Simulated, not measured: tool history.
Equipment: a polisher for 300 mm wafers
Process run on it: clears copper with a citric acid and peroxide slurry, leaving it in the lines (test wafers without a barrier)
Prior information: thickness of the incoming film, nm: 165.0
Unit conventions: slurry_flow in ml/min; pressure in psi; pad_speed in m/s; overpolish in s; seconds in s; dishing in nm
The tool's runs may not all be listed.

run	day	slurry_flow	pressure	pad_speed	slurry_solids	overpolish	seconds	dishing
1	0	220	2.6	0.98	1	10	86.464	12.802
2	0.296	175	2.6	0.98	1	10	85.357	12.63
3	0.404	175	2.6	0.98	1	11	89.097	14.258
4	0.433	215	2.6	0.98	1	11	86.731	13.928
5	0.596	215	2.6	0.82	1	11	103.71	11.822
6	0.625	215	2.9	0.82	1	11	93.304	13.611

Run 7 is up next; what results do you expect?
7	0.958	215	2.9	0.82	1	12	?	?

seconds: 94.073 s
dishing: 14.213 nm
